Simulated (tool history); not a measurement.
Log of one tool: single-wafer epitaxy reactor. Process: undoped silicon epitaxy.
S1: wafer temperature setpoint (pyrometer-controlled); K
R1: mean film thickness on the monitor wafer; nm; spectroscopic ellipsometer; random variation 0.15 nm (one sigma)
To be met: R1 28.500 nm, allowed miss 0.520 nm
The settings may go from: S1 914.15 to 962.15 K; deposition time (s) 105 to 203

Run 1, hour 0.0: S1 938.15 K, deposition time (s) 154. Result: R1 37.680 nm.
Run 2, hour 5.9: S1 936.15 K, deposition time (s) 154. Result: R1 35.817 nm.
Run 3, hour 7.0: S1 934.15 K, deposition time (s) 154. Result: R1 34.103 nm.
Run 4, hour 12.2: S1 930.15 K, deposition time (s) 154. Result: R1 31.150 nm.
Run 5, hour 14.8: S1 929.15 K, deposition time (s) 154. Result: R1 30.302 nm.
Run 6, hour 18.0: S1 935.15 K, deposition time (s) 154. Result: R1 34.662 nm.
Run 7, hour 24.2: S1 933.15 K, deposition time (s) 154. Result: R1 33.339 nm.
Run 8, hour 31.4: S1 932.15 K, deposition time (s) 154. Result: R1 32.566 nm.
Run 9, hour 38.4: S1 931.15 K, deposition time (s) 154. Result: R1 31.664 nm.
Run 10, hour 40.8: S1 930.15 K, deposition time (s) 154. Result: R1 30.864 nm.
Run 11, hour 42.1: S1 929.15 K, deposition time (s) 154. Result: R1 30.253 nm.
Run 12, hour 50.6: S1 928.15 K, deposition time (s) 154. Result: R1 29.757 nm.

Which of these 4 next moves meets every target?
Run A, hour 59.1: S1 927.15 K, deposition time (s) 164. Result: R1 ?.
Run B, hour 59.1: S1 925.15 K, deposition time (s) 160. Result: R1 ?.
Run C, hour 59.1: S1 928.15 K, deposition time (s) 159. Result: R1 ?.
Run D, hour 59.1: S1 928.15 K, deposition time (s) 162. Result: R1 ?.

move      R1
   A  30.676
   B  28.493
   C  30.477
   D  31.052
A: further off than the last run
B: meets every target
C: further off than the last run
D: further off than the last run
The right move is B.

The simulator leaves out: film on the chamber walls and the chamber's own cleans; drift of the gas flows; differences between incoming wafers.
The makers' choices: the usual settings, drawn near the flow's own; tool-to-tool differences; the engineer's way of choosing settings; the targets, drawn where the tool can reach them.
